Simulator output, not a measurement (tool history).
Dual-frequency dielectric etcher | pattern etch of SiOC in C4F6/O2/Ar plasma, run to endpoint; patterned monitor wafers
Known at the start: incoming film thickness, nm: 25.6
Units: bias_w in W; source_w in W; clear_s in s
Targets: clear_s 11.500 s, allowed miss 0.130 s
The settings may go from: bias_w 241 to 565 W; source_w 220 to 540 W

run  hour  bias_w  source_w  clear_s
  1   0.0     403       380   10.028
  2   2.1     380       380   10.288
  3   8.7     335       380   10.678
  4  15.4     322       380   10.833
     23.1  -- wet clean of the chamber
  5  23.1     312       380   10.500
  6  24.5     303       370   10.733
  7  32.5     293       360   10.909
  8  33.9     285       350   11.088
  9  35.5     279       350   11.164
 10  37.7     274       350   11.297

Which of these 5 next moves meets every target?
  A  39.9     296       330        ?
  B  39.9     301       330        ?
  C  39.9     288       350        ?
  D  39.9     337       310        ?
  E  39.9     241       360        ?

move  clear_s
   A   11.220
   B   11.163
   C   11.080
   D   11.017
   E   11.558
A: further off than the last run
B: further off than the last run
C: further off than the last run
D: further off than the last run
E: meets every target
Move E is the one to make.
